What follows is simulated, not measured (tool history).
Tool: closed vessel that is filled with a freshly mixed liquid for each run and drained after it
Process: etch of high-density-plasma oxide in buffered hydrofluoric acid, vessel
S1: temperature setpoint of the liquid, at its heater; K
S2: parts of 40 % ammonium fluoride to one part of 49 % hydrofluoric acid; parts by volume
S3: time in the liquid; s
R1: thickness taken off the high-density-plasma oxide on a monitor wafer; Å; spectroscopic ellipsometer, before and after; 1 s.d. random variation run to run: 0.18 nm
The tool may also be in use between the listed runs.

Run 1, hour 0.0: S1 293.15 K, S2 19.0 parts by volume, S3 105 s. Result: R1 680.31 Å.
Run 2, hour 4.1: S1 293.15 K, S2 19.0 parts by volume, S3 105 s. Result: R1 680.68 Å.
Run 3, hour 9.5: S1 293.15 K, S2 19.0 parts by volume, S3 105 s. Result: R1 680.78 Å.
Run 4, hour 11.2: S1 292.15 K, S2 20.5 parts by volume, S3 105 s. Result: R1 604.12 Å.
Run 5, hour 14.1: S1 292.15 K, S2 26.0 parts by volume, S3 105 s. Result: R1 512.77 Å.
Run 6, hour 16.3: S1 295.15 K, S2 26.0 parts by volume, S3 105 s. Result: R1 602.42 Å.

Run 7 has not been measured yet. What should we expect?
Run 7, hour 20.3: S1 295.15 K, S2 26.0 parts by volume, S3 105 s. Result: R1 ?.

R1: 604.56 Å
